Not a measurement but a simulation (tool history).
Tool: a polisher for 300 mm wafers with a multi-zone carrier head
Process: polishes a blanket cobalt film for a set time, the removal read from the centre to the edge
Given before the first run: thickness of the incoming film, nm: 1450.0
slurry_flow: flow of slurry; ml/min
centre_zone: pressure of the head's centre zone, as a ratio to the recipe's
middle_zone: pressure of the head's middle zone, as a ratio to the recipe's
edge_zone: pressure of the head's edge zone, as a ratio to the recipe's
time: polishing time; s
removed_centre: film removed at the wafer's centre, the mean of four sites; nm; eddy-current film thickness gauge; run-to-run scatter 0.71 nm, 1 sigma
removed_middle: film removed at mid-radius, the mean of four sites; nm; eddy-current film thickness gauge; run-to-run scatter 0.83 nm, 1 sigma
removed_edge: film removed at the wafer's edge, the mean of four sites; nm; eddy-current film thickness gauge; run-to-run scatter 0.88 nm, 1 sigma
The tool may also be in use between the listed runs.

| run | day | slurry_flow | centre_zone | middle_zone | edge_zone | time | removed_centre | removed_middle | removed_edge |
|---|---|---|---|---|---|---|---|---|---|
| 1 | 0 | 260 | 1 | 1 | 1 | 45 | 201.17 | 201.63 | 206.44 |
| 2 | 0.071 | 250 | 0.96 | 1 | 0.97 | 42 | 184.33 | 189.29 | 188.08 |
| 3 | 0.446 | 240 | 0.93 | 1.01 | 0.98 | 38 | 160.61 | 174.39 | 171.28 |
| 4 | 0.667 | 240 | 0.93 | 1.01 | 1.04 | 38 | 160.12 | 170.56 | 175.96 |
| 5 | 0.988 | 230 | 0.91 | 1.01 | 1.02 | 36 | 152.77 | 163.46 | 166.47 |
| 6 | 1.325 | 230 | 0.91 | 1.04 | 1.02 | 36 | 150.49 | 165.93 | 166.85 |
| 7 | 1.629 | 225 | 0.89 | 1.04 | 1.01 | 34 | 141.98 | 155.92 | 157.08 |
| 8 | 1.671 | 225 | 0.87 | 1.06 | 1 | 32 | 129.72 | 152.76 | 145.82 |

The next listed run, before its measurement:
| 9 | 1.962 | 220 | 0.86 | 1.06 | 0.99 | 31 | ? | ? | ? |

{"run 9": {"removed_centre": 124.55, "removed_middle": 145.28, "removed_edge": 140.05}}
